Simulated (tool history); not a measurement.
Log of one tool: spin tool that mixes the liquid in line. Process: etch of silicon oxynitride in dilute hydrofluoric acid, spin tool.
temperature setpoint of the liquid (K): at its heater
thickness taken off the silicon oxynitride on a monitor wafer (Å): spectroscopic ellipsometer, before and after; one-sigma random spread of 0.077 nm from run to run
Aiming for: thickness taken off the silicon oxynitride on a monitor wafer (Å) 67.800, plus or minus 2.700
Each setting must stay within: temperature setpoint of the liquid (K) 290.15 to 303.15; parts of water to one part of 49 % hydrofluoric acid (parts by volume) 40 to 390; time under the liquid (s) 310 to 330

run    day  temperature setpoint of the liquid (K)  parts of water to one part of 49 % hydrofluoric acid (parts by volume)  time under the liquid (s)  thickness taken off the silicon oxynitride on a monitor wafer (Å)
  1  0.000                                  295.15                                                                     215                        310                                                             43.253
  2  0.338                                  292.65                                                                     215                        310                                                             37.957
  3  0.433                                  292.65                                                                     215                        310                                                             39.127
  4  0.704                                  295.15                                                                     205                        310                                                             45.877
  5  1.058                                  295.15                                                                     205                        310                                                             45.173
  6  1.171                                  297.15                                                                     200                        310                                                             50.528
  7  1.396                                  297.15                                                                     200                        310                                                             50.947
  8  1.621                                  301.15                                                                     190                        310                                                             64.351

4 next moves are on the table. One of them brings every result within its allowed miss. Which?
  A  1.846                                  301.65                                                                     210                        330                                                                  ?
  B  1.846                                  300.15                                                                     200                        310                                                                  ?
  C  1.846                                  301.15                                                                     200                        320                                                                  ?
  D  1.846                                  302.65                                                                     190                        310                                                                  ?

move  thickness taken off the silicon oxynitride on a monitor wafer (Å)
   A                                                             62.607
   B                                                             58.403
   C                                                             62.936
   D                                                             69.011
A: the biggest miss grows against the last run
B: the biggest miss grows against the last run
C: the biggest miss grows against the last run
D: each result inside its tolerance
Correct choice: D, which meets every target
